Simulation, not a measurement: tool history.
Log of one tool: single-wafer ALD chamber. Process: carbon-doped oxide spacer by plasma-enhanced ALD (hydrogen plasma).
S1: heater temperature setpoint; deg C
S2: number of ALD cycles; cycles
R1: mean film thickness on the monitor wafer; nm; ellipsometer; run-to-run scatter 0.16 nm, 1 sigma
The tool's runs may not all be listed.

run	day	S1	S2	R1
1	0.000	390	629	31.701
2	0.417	390	598	30.084
3	0.671	390	567	28.691
4	0.862	390	554	27.812
5	1.104	390	484	24.204
6	1.254	390	573	29.032
7	1.433	390	560	28.623
8	1.642	390	549	27.741

Predict the results of run 9:
9	1.912	390	543	?

Run 9 gave R1 27.598 nm.
